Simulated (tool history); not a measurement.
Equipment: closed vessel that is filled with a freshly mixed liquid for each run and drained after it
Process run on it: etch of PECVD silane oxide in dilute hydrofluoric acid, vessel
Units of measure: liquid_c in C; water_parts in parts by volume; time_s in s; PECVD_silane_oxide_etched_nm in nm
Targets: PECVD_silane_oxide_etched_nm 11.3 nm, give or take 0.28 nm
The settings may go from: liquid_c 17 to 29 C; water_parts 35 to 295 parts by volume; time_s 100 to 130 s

Run 1, hour 0: liquid_c 21 C, water_parts 165 parts by volume, time_s 130 s. Result: PECVD_silane_oxide_etched_nm 22.117 nm.
Run 2, hour 5.9: liquid_c 21 C, water_parts 165 parts by volume, time_s 130 s. Result: PECVD_silane_oxide_etched_nm 21.926 nm.
Run 3, hour 12.8: liquid_c 20 C, water_parts 185 parts by volume, time_s 130 s. Result: PECVD_silane_oxide_etched_nm 18.18 nm.
Run 4, hour 18.3: liquid_c 20 C, water_parts 185 parts by volume, time_s 100 s. Result: PECVD_silane_oxide_etched_nm 14.159 nm.
Run 5, hour 21.9: liquid_c 18.5 C, water_parts 185 parts by volume, time_s 100 s. Result: PECVD_silane_oxide_etched_nm 13.285 nm.
Run 6, hour 26.1: liquid_c 18 C, water_parts 185 parts by volume, time_s 100 s. Result: PECVD_silane_oxide_etched_nm 13.042 nm.
Run 7, hour 27.4: liquid_c 17.5 C, water_parts 190 parts by volume, time_s 100 s. Result: PECVD_silane_oxide_etched_nm 12.522 nm.
Run 8, hour 30.7: liquid_c 17.5 C, water_parts 195 parts by volume, time_s 100 s. Result: PECVD_silane_oxide_etched_nm 11.954 nm.
Run 9, hour 32.2: liquid_c 17 C, water_parts 195 parts by volume, time_s 100 s. Result: PECVD_silane_oxide_etched_nm 11.792 nm.

Of the 5 settings listed for the next run, only one would bring every result within its allowed miss of target. Which one?
Run A, hour 33.7: liquid_c 17 C, water_parts 225 parts by volume, time_s 120 s. Result: PECVD_silane_oxide_etched_nm ?.
Run B, hour 33.7: liquid_c 17 C, water_parts 220 parts by volume, time_s 105 s. Result: PECVD_silane_oxide_etched_nm ?.
Run C, hour 33.7: liquid_c 18 C, water_parts 235 parts by volume, time_s 125 s. Result: PECVD_silane_oxide_etched_nm ?.
Run D, hour 33.7: liquid_c 17 C, water_parts 210 parts by volume, time_s 100 s. Result: PECVD_silane_oxide_etched_nm ?.
Run E, hour 33.7: liquid_c 20 C, water_parts 275 parts by volume, time_s 130 s. Result: PECVD_silane_oxide_etched_nm ?.

move  PECVD_silane_oxide_etched_nm
   A                        11.808
   B                         10.61
   C                        12.151
   D                        10.674
   E                        11.279
A: as far off as the last run
B: the result that was furthest off in the last run now lies on the other side of its target
C: misses by more than the last run did
D: the result that was furthest off in the last run now lies on the other side of its target
E: every result lands within tolerance
Go with E: it meets all targets.
